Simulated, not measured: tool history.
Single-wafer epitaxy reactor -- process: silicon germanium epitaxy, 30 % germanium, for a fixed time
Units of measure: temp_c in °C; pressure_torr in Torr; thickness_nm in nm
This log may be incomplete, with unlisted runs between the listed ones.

run 1 day=0 | temp_c=610 pressure_torr=19.6 | thickness_nm=67.904
run 2 day=0.371 | temp_c=613 pressure_torr=19.6 | thickness_nm=72.152
run 3 day=0.608 | temp_c=616 pressure_torr=19.6 | thickness_nm=76.85
run 4 day=0.896 | temp_c=618 pressure_torr=19.6 | thickness_nm=79.67
run 5 day=1.046 | temp_c=613 pressure_torr=19.6 | thickness_nm=72.21
run 6 day=1.329 | temp_c=615 pressure_torr=19.6 | thickness_nm=75.508
run 7 day=1.429 | temp_c=617 pressure_torr=19.6 | thickness_nm=78.756
run 8 day=1.7 | temp_c=619 pressure_torr=19.6 | thickness_nm=81.76
run 9 day=1.983 | temp_c=620 pressure_torr=19.6 | thickness_nm=83.253
run 10 day=2.267 | temp_c=620 pressure_torr=19.6 | thickness_nm=83.42

What does the tool deliver on the next run?
run 11 day=2.342 | temp_c=621 pressure_torr=19.6 | thickness_nm=?

thickness_nm: 84.527 nm
